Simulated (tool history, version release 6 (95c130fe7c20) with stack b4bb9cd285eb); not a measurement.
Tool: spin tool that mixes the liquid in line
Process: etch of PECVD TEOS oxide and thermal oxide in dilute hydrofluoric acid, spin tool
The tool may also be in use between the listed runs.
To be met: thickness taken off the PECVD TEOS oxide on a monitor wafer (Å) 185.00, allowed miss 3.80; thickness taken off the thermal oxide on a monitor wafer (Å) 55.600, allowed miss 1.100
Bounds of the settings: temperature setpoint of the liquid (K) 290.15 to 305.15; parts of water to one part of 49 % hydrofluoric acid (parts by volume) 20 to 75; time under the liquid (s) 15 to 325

| run | day | temperature setpoint of the liquid (K) | parts of water to one part of 49 % hydrofluoric acid (parts by volume) | time under the liquid (s) | thickness taken off the PECVD TEOS oxide on a monitor wafer (Å) | thickness taken off the thermal oxide on a monitor wafer (Å) |
|---|---|---|---|---|---|---|
| 1 | 0.000 | 297.15 | 45 | 165 | 537.53 | 161.860 |
| 2 | 0.254 | 295.15 | 55 | 160 | 391.83 | 116.370 |
| 3 | 0.433 | 294.15 | 60 | 155 | 329.61 | 98.977 |
| 4 | 0.571 | 294.15 | 60 | 225 | 474.29 | 142.970 |
| 5 | 0.783 | 293.15 | 65 | 205 | 380.47 | 114.310 |
| 6 | 0.862 | 292.15 | 70 | 185 | 306.23 | 91.751 |
| 7 | 1.112 | 291.65 | 70 | 165 | 262.95 | 80.251 |
| 8 | 1.462 | 291.65 | 70 | 165 | 267.39 | 80.592 |
| 9 | 1.696 | 291.15 | 70 | 155 | 245.82 | 74.030 |
| 10 | 1.850 | 290.65 | 70 | 150 | 229.28 | 70.056 |
| 11 | 1.929 | 290.65 | 70 | 145 | 221.88 | 67.518 |
| 12 | 2.138 | 290.65 | 70 | 140 | 217.73 | 64.951 |
| 13 | 2.317 | 290.15 | 75 | 135 | 188.80 | 57.170 |

Which of these 4 next moves meets every target?
| A | 2.496 | 296.65 | 65 | 90 | ? | ? |
| B | 2.496 | 290.65 | 70 | 125 | ? | ? |
| C | 2.496 | 301.15 | 65 | 75 | ? | ? |
| D | 2.496 | 292.15 | 75 | 120 | ? | ? |

| move | thickness taken off the PECVD TEOS oxide on a monitor wafer (Å) | thickness taken off the thermal oxide on a monitor wafer (Å) |
|---|---|---|
| A | 193.48 | 58.290 |
| B | 193.03 | 58.154 |
| C | 193.11 | 58.178 |
| D | 183.30 | 55.222 |
A: further off than the last run
B: further off than the last run
C: further off than the last run
D: meets every target
The right move is D.

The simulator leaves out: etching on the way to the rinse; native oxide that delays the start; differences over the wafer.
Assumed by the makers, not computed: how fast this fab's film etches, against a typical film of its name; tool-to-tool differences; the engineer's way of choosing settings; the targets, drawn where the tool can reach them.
